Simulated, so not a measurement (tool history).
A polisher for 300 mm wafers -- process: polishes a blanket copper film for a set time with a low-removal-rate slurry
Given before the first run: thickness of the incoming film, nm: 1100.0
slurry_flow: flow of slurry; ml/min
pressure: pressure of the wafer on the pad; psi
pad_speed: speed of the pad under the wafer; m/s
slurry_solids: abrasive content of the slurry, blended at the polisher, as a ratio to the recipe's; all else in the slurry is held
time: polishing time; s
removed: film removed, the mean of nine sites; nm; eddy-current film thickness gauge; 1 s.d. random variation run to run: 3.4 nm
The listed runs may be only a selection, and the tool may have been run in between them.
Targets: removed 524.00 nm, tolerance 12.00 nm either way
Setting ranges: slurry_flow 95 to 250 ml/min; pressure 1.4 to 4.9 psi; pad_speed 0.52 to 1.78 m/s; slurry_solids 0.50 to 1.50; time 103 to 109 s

run	day	slurry_flow	pressure	pad_speed	slurry_solids	time	removed
1	0.000	160	3.1	1.14	1.00	103	387.82
2	0.221	130	3.1	1.14	1.00	103	381.21
3	0.471	130	3.7	1.14	1.00	103	443.05
4	0.833	145	3.9	1.14	1.00	103	469.97
5	1.017	145	3.9	1.14	1.00	109	501.76
6	1.108	145	3.9	1.14	1.00	103	476.54
7	1.375	145	3.9	1.14	1.00	103	476.59
8	1.492	160	4.0	1.14	1.00	103	498.84

Next run, 4 choices. One meets every target within its allowed miss, the rest don't. Which?
A	1.608	175	3.9	1.14	1.00	109	?
B	1.608	180	3.4	1.32	1.15	104	?
C	1.608	210	4.9	0.74	1.00	108	?
D	1.608	145	3.6	1.18	1.05	108	?

move	removed
A	525.26
B	505.22
C	498.90
D	484.95
A: each result inside its tolerance
B: gains on the last run, yet a result remains outside its allowed miss
C: no nearer and no further than the last run
D: misses by more than the last run did
Move A is the one to make.

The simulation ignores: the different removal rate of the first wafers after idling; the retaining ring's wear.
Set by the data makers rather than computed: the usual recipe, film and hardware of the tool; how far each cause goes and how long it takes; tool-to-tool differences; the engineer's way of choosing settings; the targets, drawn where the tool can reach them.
